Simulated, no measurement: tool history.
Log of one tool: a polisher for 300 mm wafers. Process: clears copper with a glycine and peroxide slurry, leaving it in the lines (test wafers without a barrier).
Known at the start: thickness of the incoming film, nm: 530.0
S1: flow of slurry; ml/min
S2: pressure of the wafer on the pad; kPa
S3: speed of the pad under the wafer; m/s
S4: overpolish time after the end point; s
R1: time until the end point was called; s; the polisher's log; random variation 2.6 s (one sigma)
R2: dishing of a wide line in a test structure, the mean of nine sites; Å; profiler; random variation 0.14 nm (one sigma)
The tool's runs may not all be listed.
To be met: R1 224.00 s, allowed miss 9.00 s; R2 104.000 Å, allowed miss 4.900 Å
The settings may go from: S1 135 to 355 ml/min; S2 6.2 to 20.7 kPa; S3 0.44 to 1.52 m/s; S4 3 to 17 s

| run | hour | S1 | S2 | S3 | S4 | R1 | R2 |
|---|---|---|---|---|---|---|---|
| 1 | 0.0 | 225 | 13.1 | 0.98 | 9 | 147.47 | 216.700 |
| 2 | 6.9 | 225 | 13.1 | 0.82 | 9 | 167.92 | 194.990 |
| 3 | 14.9 | 225 | 13.1 | 0.82 | 7 | 168.98 | 156.930 |
| 4 | 17.7 | 225 | 13.1 | 0.82 | 10 | 166.39 | 213.250 |
| 5 | 24.3 | 230 | 12.4 | 0.80 | 9 | 178.83 | 184.930 |
| 6 | 28.8 | 230 | 15.9 | 0.80 | 9 | 148.83 | 220.350 |
| 7 | 35.2 | 230 | 14.5 | 0.80 | 8 | 163.14 | 184.560 |
| 8 | 35.9 | 230 | 13.1 | 0.80 | 7 | 171.50 | 152.480 |
| 9 | 36.6 | 230 | 13.1 | 0.80 | 7 | 174.46 | 154.690 |
| 10 | 42.0 | 230 | 12.4 | 0.80 | 7 | 180.98 | 147.030 |
| 11 | 47.6 | 230 | 11.7 | 0.80 | 7 | 187.08 | 138.760 |
| 12 | 49.6 | 230 | 11.0 | 0.80 | 7 | 195.90 | 137.700 |
| 13 | 54.6 | 230 | 11.0 | 0.80 | 7 | 196.09 | 138.970 |
| 14 | 56.7 | 230 | 10.3 | 0.80 | 7 | 203.74 | 131.760 |
| 15 | 58.0 | 230 | 9.7 | 0.80 | 6 | 212.14 | 112.940 |

Which of these 5 next moves meets every target?
| A | 59.3 | 280 | 9.7 | 0.72 | 6 | ? | ? |
| B | 59.3 | 220 | 9.7 | 0.98 | 5 | ? | ? |
| C | 59.3 | 170 | 11.0 | 0.78 | 5 | ? | ? |
| D | 59.3 | 240 | 7.6 | 0.88 | 7 | ? | ? |
| E | 59.3 | 220 | 10.3 | 0.70 | 7 | ? | ? |

| move | R1 | R2 |
|---|---|---|
| A | 222.06 | 105.570 |
| B | 186.03 | 104.470 |
| C | 206.60 | 94.925 |
| D | 231.64 | 116.960 |
| E | 222.50 | 121.840 |
A: meets every target
B: brings the result that was furthest off to its target, and leaves another outside
C: takes the result that was furthest off past its target
D: further off than the last run
E: further off than the last run
The right move is A.

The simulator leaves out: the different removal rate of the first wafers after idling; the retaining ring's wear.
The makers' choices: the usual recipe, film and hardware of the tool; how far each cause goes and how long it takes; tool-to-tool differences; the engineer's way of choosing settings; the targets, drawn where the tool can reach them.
